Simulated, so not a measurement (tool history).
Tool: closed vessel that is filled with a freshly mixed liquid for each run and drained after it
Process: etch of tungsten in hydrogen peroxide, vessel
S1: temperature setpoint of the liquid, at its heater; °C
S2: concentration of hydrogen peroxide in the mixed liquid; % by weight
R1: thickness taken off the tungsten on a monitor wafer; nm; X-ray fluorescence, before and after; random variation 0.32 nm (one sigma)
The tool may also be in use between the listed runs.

run 1 day=0.000 | S1=52.0 S2=22.5 time_in_the_liquid_(s)=30 | R1=50.050
run 2 day=0.162 | S1=52.0 S2=22.5 time_in_the_liquid_(s)=30 | R1=49.777
run 3 day=0.329 | S1=52.0 S2=22.5 time_in_the_liquid_(s)=30 | R1=49.655
run 4 day=0.375 | S1=52.0 S2=26.0 time_in_the_liquid_(s)=30 | R1=53.170
run 5 day=0.592 | S1=56.5 S2=26.0 time_in_the_liquid_(s)=30 | R1=70.381
run 6 day=0.683 | S1=56.0 S2=26.0 time_in_the_liquid_(s)=30 | R1=68.682

Forecast run 7:
run 7 day=0.842 | S1=55.5 S2=26.0 time_in_the_liquid_(s)=30 | R1=?

R1: 66.286 nm
